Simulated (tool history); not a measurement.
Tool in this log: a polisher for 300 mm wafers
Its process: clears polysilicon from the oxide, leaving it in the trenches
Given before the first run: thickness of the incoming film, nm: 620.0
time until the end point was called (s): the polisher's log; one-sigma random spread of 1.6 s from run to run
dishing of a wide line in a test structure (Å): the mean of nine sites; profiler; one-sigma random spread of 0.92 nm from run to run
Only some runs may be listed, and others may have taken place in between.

run  hour  flow of slurry (ml/min)  pressure of the wafer on the pad (kPa)  speed of the pad under the wafer (m/s)  overpolish time after the end point (s)  time until the end point was called (s)  dishing of a wide line in a test structure (Å)
  1   0.0                      215                                    13.1                                    1.18                                       10                                   43.652                                          523.31
  2   1.1                      215                                    12.4                                    1.14                                       10                                   46.389                                          527.62
  3   3.5                      215                                    11.7                                    1.08                                        9                                   53.250                                          465.89
  4   6.8                      215                                    11.7                                    1.08                                        6                                   52.332                                          382.46
  5  14.8                      215                                    14.5                                    1.08                                        6                                   41.745                                          454.63
  6  22.5                      215                                    13.1                                    1.06                                        7                                   48.021                                          453.50
  7  23.7                      215                                    13.1                                    1.06                                        7                                   47.893                                          442.10
  8  32.6                      215                                    12.4                                    1.04                                        8                                   52.301                                          466.80
  9  41.2                      215                                    12.4                                    1.04                                        8                                   50.878                                          459.02
 10  47.9                      215                                    11.7                                    1.02                                        8                                   55.266                                          443.29

Run 11, settings as shown, results not yet in. Your forecast:
 11  51.3                      215                                    11.0                                    1.00                                        8                                        ?                                               ?

{"run 11": {"time until the end point was called (s)": 59.548, "dishing of a wide line in a test structure (Å)": 415.07}}
